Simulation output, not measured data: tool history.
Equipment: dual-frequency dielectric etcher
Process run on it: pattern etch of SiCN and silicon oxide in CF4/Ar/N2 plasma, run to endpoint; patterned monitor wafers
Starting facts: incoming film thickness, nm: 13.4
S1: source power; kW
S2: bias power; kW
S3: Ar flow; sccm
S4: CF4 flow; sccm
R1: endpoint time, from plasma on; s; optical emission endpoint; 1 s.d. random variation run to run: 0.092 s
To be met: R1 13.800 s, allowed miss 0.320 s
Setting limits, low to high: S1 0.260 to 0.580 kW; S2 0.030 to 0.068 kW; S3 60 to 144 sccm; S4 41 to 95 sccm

{"run": 1, "hour": 0.0, "S1": 0.42, "S2": 0.049, "S3": 102, "S4": 68, "R1": 18.023}
{"run": 2, "hour": 3.2, "S1": 0.45, "S2": 0.049, "S3": 102, "S4": 68, "R1": 16.545}
{"run": 3, "hour": 6.2, "S1": 0.4, "S2": 0.049, "S3": 102, "S4": 68, "R1": 19.177}
{"run": 4, "hour": 11.3, "S1": 0.43, "S2": 0.049, "S3": 102, "S4": 68, "R1": 17.587}
{"run": 5, "hour": 14.8, "S1": 0.45, "S2": 0.049, "S3": 102, "S4": 68, "R1": 16.785}
{"run": 6, "hour": 18.9, "S1": 0.45, "S2": 0.049, "S3": 102, "S4": 62, "R1": 16.83}
{"run": 7, "hour": 21.4, "S1": 0.47, "S2": 0.049, "S3": 102, "S4": 62, "R1": 16.206}
{"run": 8, "hour": 27.2, "S1": 0.49, "S2": 0.049, "S3": 102, "S4": 62, "R1": 15.522}
{"run": 9, "hour": 35.4, "S1": 0.5, "S2": 0.049, "S3": 102, "S4": 62, "R1": 15.135}
{"run": 10, "hour": 42.6, "S1": 0.51, "S2": 0.049, "S3": 102, "S4": 62, "R1": 14.577}
{"run": 11, "hour": 45.2, "S1": 0.52, "S2": 0.049, "S3": 102, "S4": 62, "R1": 14.44}
{"run": 12, "hour": 50.5, "S1": 0.53, "S2": 0.049, "S3": 102, "S4": 62, "R1": 14.223}

5 candidate next runs follow, results not yet known. Just one meets every target within its allowed miss. Identify it.
{"run": "A", "hour": 55.8, "S1": 0.53, "S2": 0.046, "S3": 96, "S4": 58, "R1": "?"}
{"run": "B", "hour": 55.8, "S1": 0.51, "S2": 0.065, "S3": 91, "S4": 66, "R1": "?"}
{"run": "C", "hour": 55.8, "S1": 0.51, "S2": 0.05, "S3": 98, "S4": 65, "R1": "?"}
{"run": "D", "hour": 55.8, "S1": 0.54, "S2": 0.05, "S3": 111, "S4": 70, "R1": "?"}
{"run": "E", "hour": 55.8, "S1": 0.53, "S2": 0.067, "S3": 101, "S4": 58, "R1": "?"}

move=A R1=14.420
move=B R1=13.245
move=C R1=14.502
move=D R1=13.823
move=E R1=13.059
A: its largest miss is bigger than the last run's
B: the result that was furthest off in the last run now lies on the other side of its target
C: its largest miss is bigger than the last run's
D: every result within its allowed miss
E: the result that was furthest off in the last run now lies on the other side of its target
Go with D: it meets all targets.

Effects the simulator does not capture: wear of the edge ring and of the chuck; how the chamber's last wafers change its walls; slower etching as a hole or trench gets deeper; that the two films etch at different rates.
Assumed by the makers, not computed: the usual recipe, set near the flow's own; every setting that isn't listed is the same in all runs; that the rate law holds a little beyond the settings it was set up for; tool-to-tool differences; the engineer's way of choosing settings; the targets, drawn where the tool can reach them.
